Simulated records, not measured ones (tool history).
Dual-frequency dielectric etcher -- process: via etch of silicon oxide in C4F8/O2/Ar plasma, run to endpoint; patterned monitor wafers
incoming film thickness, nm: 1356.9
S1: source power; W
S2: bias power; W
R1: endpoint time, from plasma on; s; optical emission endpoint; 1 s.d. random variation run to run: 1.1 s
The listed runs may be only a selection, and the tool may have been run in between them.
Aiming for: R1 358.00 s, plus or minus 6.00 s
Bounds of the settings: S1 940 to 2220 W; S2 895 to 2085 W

run	day	S1	S2	R1
1	0.000	1580	1490	315.88
2	0.150	1580	1653	308.31
3	0.246	1410	1653	323.26
4	0.479	1340	1642	327.74
5	0.554	1550	1642	311.87
6	0.733	1550	1758	304.79
7	0.829	1430	1739	314.89
8	1.125	1340	1720	325.18
9	1.338	1340	1720	324.53
10	1.529	1270	1708	333.56
11	1.754	1010	1673	364.29

5 candidate next runs follow, results not yet known. Just one meets every target within its allowed miss. Identify it.
A	1.979	940	1778	?
B	1.979	1010	1616	?
C	1.979	1140	1787	?
D	1.979	940	1671	?
E	1.979	940	1940	?

move	R1
A	368.24
B	368.69
C	341.82
D	375.13
E	358.64
A: the biggest miss grows against the last run
B: the biggest miss grows against the last run
C: moves the result that the last run missed by most past its target, out the other side
D: the biggest miss grows against the last run
E: each result inside its tolerance
Go with E: it meets all targets.

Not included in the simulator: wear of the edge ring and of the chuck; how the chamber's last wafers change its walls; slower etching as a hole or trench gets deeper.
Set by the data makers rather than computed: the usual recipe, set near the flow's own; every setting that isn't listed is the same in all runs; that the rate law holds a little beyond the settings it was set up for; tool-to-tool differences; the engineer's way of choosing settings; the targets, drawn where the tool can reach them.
